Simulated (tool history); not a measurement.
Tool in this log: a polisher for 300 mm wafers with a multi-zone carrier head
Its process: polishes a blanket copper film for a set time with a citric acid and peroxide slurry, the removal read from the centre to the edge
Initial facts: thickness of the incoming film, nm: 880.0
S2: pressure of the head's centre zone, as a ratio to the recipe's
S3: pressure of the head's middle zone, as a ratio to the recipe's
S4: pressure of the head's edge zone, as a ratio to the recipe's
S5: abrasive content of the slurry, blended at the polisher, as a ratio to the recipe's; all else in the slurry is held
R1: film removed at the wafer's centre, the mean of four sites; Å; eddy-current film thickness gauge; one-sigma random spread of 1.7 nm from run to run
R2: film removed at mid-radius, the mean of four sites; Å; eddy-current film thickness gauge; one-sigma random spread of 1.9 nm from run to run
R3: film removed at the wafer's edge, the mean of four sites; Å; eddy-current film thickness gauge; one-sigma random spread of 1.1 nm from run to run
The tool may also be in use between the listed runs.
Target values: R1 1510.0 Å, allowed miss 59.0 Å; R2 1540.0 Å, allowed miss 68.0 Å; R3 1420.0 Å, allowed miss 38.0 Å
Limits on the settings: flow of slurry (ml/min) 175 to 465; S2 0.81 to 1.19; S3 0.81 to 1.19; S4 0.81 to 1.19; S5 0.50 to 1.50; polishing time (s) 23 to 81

run 1 hour=0.0 | flow_of_slurry_(ml/min)=295 S2=1.00 S3=1.00 S4=1.00 S5=1.00 polishing_time_(s)=52 | R1=1643.1 R2=1696.1 R3=1703.4
run 2 hour=7.8 | flow_of_slurry_(ml/min)=295 S2=1.00 S3=1.00 S4=1.00 S5=1.15 polishing_time_(s)=52 | R1=1713.6 R2=1740.3 R3=1754.6
run 3 hour=16.4 | flow_of_slurry_(ml/min)=360 S2=1.00 S3=1.00 S4=1.00 S5=1.15 polishing_time_(s)=52 | R1=1713.7 R2=1754.9 R3=1765.1
run 4 hour=24.4 | flow_of_slurry_(ml/min)=360 S2=1.00 S3=1.00 S4=1.00 S5=1.15 polishing_time_(s)=46 | R1=1571.0 R2=1592.3 R3=1569.0
run 5 hour=27.7 | flow_of_slurry_(ml/min)=360 S2=1.00 S3=1.00 S4=1.00 S5=1.00 polishing_time_(s)=46 | R1=1512.6 R2=1543.8 R3=1540.1
run 6 hour=29.9 | flow_of_slurry_(ml/min)=360 S2=1.01 S3=1.01 S4=0.96 S5=0.95 polishing_time_(s)=46 | R1=1538.5 R2=1556.5 R3=1485.4
run 7 hour=37.0 | flow_of_slurry_(ml/min)=360 S2=1.01 S3=1.01 S4=0.94 S5=0.95 polishing_time_(s)=46 | R1=1494.1 R2=1532.8 R3=1466.9
run 8 hour=43.4 | flow_of_slurry_(ml/min)=360 S2=1.02 S3=1.02 S4=0.93 S5=0.95 polishing_time_(s)=46 | R1=1510.6 R2=1532.2 R3=1476.4

Exactly one of the 4 candidate moves below puts every result within its allowed miss. Which one?
run A hour=49.8 | flow_of_slurry_(ml/min)=300 S2=0.92 S3=1.18 S4=0.86 S5=0.90 polishing_time_(s)=47 | R1=? R2=? R3=?
run B hour=49.8 | flow_of_slurry_(ml/min)=335 S2=0.97 S3=1.06 S4=0.97 S5=0.90 polishing_time_(s)=48 | R1=? R2=? R3=?
run C hour=49.8 | flow_of_slurry_(ml/min)=360 S2=1.06 S3=1.08 S4=0.95 S5=0.65 polishing_time_(s)=46 | R1=? R2=? R3=?
run D hour=49.8 | flow_of_slurry_(ml/min)=335 S2=1.07 S3=1.01 S4=1.00 S5=0.95 polishing_time_(s)=43 | R1=? R2=? R3=?

move=A R1=1374.6 R2=1755.8 R3=1437.1
move=B R1=1496.0 R2=1651.3 R3=1566.0
move=C R1=1508.3 R2=1545.1 R3=1426.3
move=D R1=1491.0 R2=1430.6 R3=1436.1
A: gets the furthest-off result to its target, but another result is out of tolerance
B: misses by more than the last run did
C: every result within its allowed miss
D: gets the furthest-off result to its target, but another result is out of tolerance
The right move is C.
